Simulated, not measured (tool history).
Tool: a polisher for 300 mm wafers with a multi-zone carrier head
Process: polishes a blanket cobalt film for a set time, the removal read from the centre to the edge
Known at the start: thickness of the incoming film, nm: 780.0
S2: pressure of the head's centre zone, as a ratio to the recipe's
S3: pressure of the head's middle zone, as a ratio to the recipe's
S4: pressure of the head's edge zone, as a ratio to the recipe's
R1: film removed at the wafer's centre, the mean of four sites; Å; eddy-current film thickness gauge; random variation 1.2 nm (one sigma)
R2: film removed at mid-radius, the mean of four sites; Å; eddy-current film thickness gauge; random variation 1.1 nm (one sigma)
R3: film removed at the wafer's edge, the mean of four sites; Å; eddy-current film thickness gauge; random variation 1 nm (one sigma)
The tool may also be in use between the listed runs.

Run 1, hour 0: flow of slurry (ml/min) 320, S2 1, S3 1, S4 1, polishing time (s) 57. Result: R1 1715.6 Å, R2 1675.9 Å, R3 1680 Å.
Run 2, hour 2.9: flow of slurry (ml/min) 320, S2 1.03, S3 1, S4 1, polishing time (s) 57. Result: R1 1694.1 Å, R2 1674.7 Å, R3 1676.8 Å.
Run 3, hour 6.5: flow of slurry (ml/min) 320, S2 1.03, S3 0.94, S4 1, polishing time (s) 57. Result: R1 1771.1 Å, R2 1600.5 Å, R3 1724.1 Å.
Run 4, hour 9.4: flow of slurry (ml/min) 315, S2 0.98, S3 0.98, S4 0.98, polishing time (s) 48. Result: R1 1429.5 Å, R2 1387.8 Å, R3 1399.7 Å.
Run 5, hour 10.3: flow of slurry (ml/min) 315, S2 1.05, S3 0.98, S4 0.98, polishing time (s) 48. Result: R1 1481.6 Å, R2 1379.6 Å, R3 1438.7 Å.
Run 6, hour 16.1: flow of slurry (ml/min) 315, S2 1.05, S3 0.98, S4 0.98, polishing time (s) 54. Result: R1 1677.3 Å, R2 1538.8 Å, R3 1607.9 Å.
Run 7, hour 19.8: flow of slurry (ml/min) 310, S2 1, S3 1.01, S4 0.98, polishing time (s) 46. Result: R1 1351.6 Å, R2 1362.2 Å, R3 1368 Å.

The next listed run, before its measurement:
Run 8, hour 26: flow of slurry (ml/min) 310, S2 0.97, S3 1.03, S4 0.94, polishing time (s) 41. Result: R1 ?, R2 ?, R3 ?.

R1: 1184.5 Å
R2: 1213 Å
R3: 1189.3 Å

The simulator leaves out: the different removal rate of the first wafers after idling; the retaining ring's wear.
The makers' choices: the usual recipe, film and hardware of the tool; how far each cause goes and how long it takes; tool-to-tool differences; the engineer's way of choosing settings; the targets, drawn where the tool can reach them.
